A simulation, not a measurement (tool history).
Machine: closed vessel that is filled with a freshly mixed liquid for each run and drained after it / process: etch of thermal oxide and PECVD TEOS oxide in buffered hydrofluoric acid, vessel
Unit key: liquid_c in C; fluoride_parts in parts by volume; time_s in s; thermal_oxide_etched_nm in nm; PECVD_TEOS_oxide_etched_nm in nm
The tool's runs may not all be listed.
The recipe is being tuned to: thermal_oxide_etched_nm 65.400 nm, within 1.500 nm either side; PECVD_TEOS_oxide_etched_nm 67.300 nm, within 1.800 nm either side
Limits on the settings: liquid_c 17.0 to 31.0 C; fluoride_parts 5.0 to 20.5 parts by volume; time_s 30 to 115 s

run 1 hour=0.0 | liquid_c=23.0 fluoride_parts=12.5 time_s=60 | thermal_oxide_etched_nm=56.953 PECVD_TEOS_oxide_etched_nm=57.696
run 2 hour=3.1 | liquid_c=23.5 fluoride_parts=12.5 time_s=60 | thermal_oxide_etched_nm=57.694 PECVD_TEOS_oxide_etched_nm=59.545
run 3 hour=10.5 | liquid_c=23.5 fluoride_parts=16.0 time_s=60 | thermal_oxide_etched_nm=46.084 PECVD_TEOS_oxide_etched_nm=46.872
run 4 hour=16.8 | liquid_c=24.5 fluoride_parts=16.0 time_s=60 | thermal_oxide_etched_nm=48.272 PECVD_TEOS_oxide_etched_nm=50.153
run 5 hour=23.9 | liquid_c=28.0 fluoride_parts=16.0 time_s=60 | thermal_oxide_etched_nm=58.306 PECVD_TEOS_oxide_etched_nm=59.871
run 6 hour=29.8 | liquid_c=28.5 fluoride_parts=16.0 time_s=60 | thermal_oxide_etched_nm=60.328 PECVD_TEOS_oxide_etched_nm=61.147
run 7 hour=39.1 | liquid_c=28.5 fluoride_parts=16.0 time_s=60 | thermal_oxide_etched_nm=59.672 PECVD_TEOS_oxide_etched_nm=61.027
run 8 hour=41.2 | liquid_c=29.0 fluoride_parts=16.0 time_s=60 | thermal_oxide_etched_nm=61.809 PECVD_TEOS_oxide_etched_nm=63.107
run 9 hour=44.5 | liquid_c=29.0 fluoride_parts=16.0 time_s=60 | thermal_oxide_etched_nm=62.016 PECVD_TEOS_oxide_etched_nm=63.971
run 10 hour=49.6 | liquid_c=29.5 fluoride_parts=16.0 time_s=60 | thermal_oxide_etched_nm=62.646 PECVD_TEOS_oxide_etched_nm=64.981

Below are 4 possible settings for the next run. Only one of them brings all results inside the allowed miss of their targets. Which is it?
run A hour=54.7 | liquid_c=29.0 fluoride_parts=16.5 time_s=70 | thermal_oxide_etched_nm=? PECVD_TEOS_oxide_etched_nm=?
run B hour=54.7 | liquid_c=27.5 fluoride_parts=15.0 time_s=65 | thermal_oxide_etched_nm=? PECVD_TEOS_oxide_etched_nm=?
run C hour=54.7 | liquid_c=27.0 fluoride_parts=12.5 time_s=50 | thermal_oxide_etched_nm=? PECVD_TEOS_oxide_etched_nm=?
run D hour=54.7 | liquid_c=30.0 fluoride_parts=17.5 time_s=70 | thermal_oxide_etched_nm=? PECVD_TEOS_oxide_etched_nm=?

move=A thermal_oxide_etched_nm=70.187 PECVD_TEOS_oxide_etched_nm=71.646
move=B thermal_oxide_etched_nm=66.079 PECVD_TEOS_oxide_etched_nm=67.452
move=C thermal_oxide_etched_nm=59.165 PECVD_TEOS_oxide_etched_nm=60.395
move=D thermal_oxide_etched_nm=69.839 PECVD_TEOS_oxide_etched_nm=71.290
A: takes the biggest miss from the last run beyond its target
B: every result within its allowed miss
C: the biggest miss grows against the last run
D: takes the biggest miss from the last run beyond its target
B meets every target.
